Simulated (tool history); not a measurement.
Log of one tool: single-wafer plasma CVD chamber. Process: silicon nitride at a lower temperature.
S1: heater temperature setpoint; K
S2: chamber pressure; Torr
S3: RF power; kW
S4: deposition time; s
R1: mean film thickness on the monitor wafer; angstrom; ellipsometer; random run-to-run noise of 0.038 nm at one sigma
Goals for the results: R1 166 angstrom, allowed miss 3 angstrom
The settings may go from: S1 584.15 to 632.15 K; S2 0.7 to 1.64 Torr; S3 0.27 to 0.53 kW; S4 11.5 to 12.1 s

| run | hour | S1 | S2 | S3 | S4 | R1 |
|---|---|---|---|---|---|---|
| 1 | 0 | 608.15 | 1.17 | 0.4 | 12.1 | 146.54 |
| 2 | 8 | 608.15 | 1.17 | 0.4 | 11.5 | 139.73 |
| 3 | 15.9 | 608.15 | 1.25 | 0.41 | 11.5 | 144.23 |
| 4 | 24.4 | 612.15 | 1.25 | 0.41 | 11.5 | 144.02 |
| 5 | 25.8 | 612.15 | 1.25 | 0.46 | 11.5 | 152.82 |
| 6 | 32.4 | 612.15 | 1.3 | 0.465 | 11.5 | 156.33 |
| 7 | 34 | 612.15 | 1.34 | 0.465 | 11.5 | 157.89 |
| 8 | 42.3 | 612.15 | 1.37 | 0.465 | 11.5 | 159.21 |
| 9 | 48.1 | 612.15 | 1.4 | 0.465 | 11.5 | 159.78 |
| 10 | 53.3 | 612.15 | 1.43 | 0.465 | 11.5 | 160.07 |
| 11 | 58.6 | 612.15 | 1.45 | 0.465 | 11.5 | 161.28 |

Pick the move, out of 5, that brings all results within their allowed miss; only one does.
| A | 63.9 | 613.15 | 1.46 | 0.47 | 12.1 | ? |
| B | 63.9 | 598.15 | 1.34 | 0.465 | 12.1 | ? |
| C | 63.9 | 606.15 | 1.34 | 0.455 | 11.8 | ? |
| D | 63.9 | 607.15 | 1.35 | 0.435 | 11.6 | ? |
| E | 63.9 | 611.15 | 1.42 | 0.53 | 11.7 | ? |

| move | R1 |
|---|---|
| A | 171.81 |
| B | 167.32 |
| C | 160.79 |
| D | 154.43 |
| E | 175.63 |
A: carries the result that was furthest off beyond its target, to the other side
B: every result within its allowed miss
C: further off than the last run
D: further off than the last run
E: carries the result that was furthest off beyond its target, to the other side
Move B is the one to make.
